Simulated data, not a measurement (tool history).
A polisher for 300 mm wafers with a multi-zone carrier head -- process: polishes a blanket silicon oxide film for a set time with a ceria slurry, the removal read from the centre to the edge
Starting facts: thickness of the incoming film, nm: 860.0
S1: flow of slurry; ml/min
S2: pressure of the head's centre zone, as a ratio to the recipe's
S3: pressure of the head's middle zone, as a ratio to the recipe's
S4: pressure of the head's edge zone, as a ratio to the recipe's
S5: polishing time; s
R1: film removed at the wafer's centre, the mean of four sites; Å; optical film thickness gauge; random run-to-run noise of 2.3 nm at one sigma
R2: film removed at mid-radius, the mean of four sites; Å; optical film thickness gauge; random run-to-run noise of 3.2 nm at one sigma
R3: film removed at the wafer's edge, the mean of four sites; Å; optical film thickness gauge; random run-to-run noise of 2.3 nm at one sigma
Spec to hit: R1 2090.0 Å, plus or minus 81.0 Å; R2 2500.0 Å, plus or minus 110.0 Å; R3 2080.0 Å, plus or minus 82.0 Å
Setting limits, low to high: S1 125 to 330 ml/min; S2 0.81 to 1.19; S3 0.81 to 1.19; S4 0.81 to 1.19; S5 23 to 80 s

{"run": 1, "day": 0.0, "S1": 210, "S2": 1.0, "S3": 1.0, "S4": 1.0, "S5": 51, "R1": 3369.0, "R2": 3423.2, "R3": 3261.6}
{"run": 2, "day": 0.054, "S1": 210, "S2": 1.0, "S3": 1.0, "S4": 1.0, "S5": 46, "R1": 3053.7, "R2": 3023.0, "R3": 2974.1}
{"run": 3, "day": 0.312, "S1": 210, "S2": 1.0, "S3": 0.95, "S4": 1.0, "S5": 46, "R1": 3043.8, "R2": 2942.0, "R3": 3028.8}
{"run": 4, "day": 0.621, "S1": 205, "S2": 0.97, "S3": 1.0, "S4": 0.96, "S5": 42, "R1": 2729.9, "R2": 2819.9, "R3": 2633.0}
{"run": 5, "day": 0.867, "S1": 185, "S2": 0.97, "S3": 1.0, "S4": 0.96, "S5": 42, "R1": 2634.7, "R2": 2698.0, "R3": 2666.9}
{"run": 6, "day": 1.179, "S1": 185, "S2": 0.97, "S3": 1.09, "S4": 0.96, "S5": 42, "R1": 2679.7, "R2": 2932.8, "R3": 2644.3}
{"run": 7, "day": 1.292, "S1": 195, "S2": 0.94, "S3": 1.09, "S4": 0.93, "S5": 39, "R1": 2403.1, "R2": 2723.3, "R3": 2462.7}
{"run": 8, "day": 1.512, "S1": 200, "S2": 0.94, "S3": 1.11, "S4": 0.9, "S5": 37, "R1": 2298.8, "R2": 2701.1, "R3": 2278.7}
{"run": 9, "day": 1.796, "S1": 195, "S2": 0.93, "S3": 1.1, "S4": 0.88, "S5": 36, "R1": 2216.6, "R2": 2626.2, "R3": 2169.2}
{"run": 10, "day": 1.971, "S1": 190, "S2": 0.92, "S3": 1.09, "S4": 0.87, "S5": 36, "R1": 2189.7, "R2": 2520.5, "R3": 2227.2}
{"run": 11, "day": 1.996, "S1": 190, "S2": 0.93, "S3": 1.13, "S4": 0.86, "S5": 33, "R1": 2019.3, "R2": 2428.7, "R3": 1958.6}
{"run": 12, "day": 2.212, "S1": 195, "S2": 0.93, "S3": 1.12, "S4": 0.87, "S5": 33, "R1": 2037.2, "R2": 2389.2, "R3": 2011.9}

Consider the 4 candidate settings below. Which is the only one whose results all fall within their allowed miss of target?
{"run": "A", "day": 2.429, "S1": 205, "S2": 0.81, "S3": 1.14, "S4": 0.87, "S5": 34, "R1": "?", "R2": "?", "R3": "?"}
{"run": "B", "day": 2.429, "S1": 180, "S2": 0.81, "S3": 1.16, "S4": 0.94, "S5": 37, "R1": "?", "R2": "?", "R3": "?"}
{"run": "C", "day": 2.429, "S1": 220, "S2": 0.9, "S3": 1.1, "S4": 0.83, "S5": 34, "R1": "?", "R2": "?", "R3": "?"}
{"run": "D", "day": 2.429, "S1": 195, "S2": 0.94, "S3": 1.16, "S4": 0.82, "S5": 32, "R1": "?", "R2": "?", "R3": "?"}

move=A R1=1852.4 R2=2475.4 R3=2076.3
move=B R1=1967.4 R2=2675.0 R3=2303.2
move=C R1=2053.7 R2=2425.2 R3=2050.2
move=D R1=1967.9 R2=2344.8 R3=1891.6
A: brings the last run's worst result on target, with another outside its allowed miss
B: carries the result that was furthest off beyond its target, to the other side
C: every result lands within tolerance
D: the biggest miss grows against the last run
C is the move that brings every result within its allowed miss.

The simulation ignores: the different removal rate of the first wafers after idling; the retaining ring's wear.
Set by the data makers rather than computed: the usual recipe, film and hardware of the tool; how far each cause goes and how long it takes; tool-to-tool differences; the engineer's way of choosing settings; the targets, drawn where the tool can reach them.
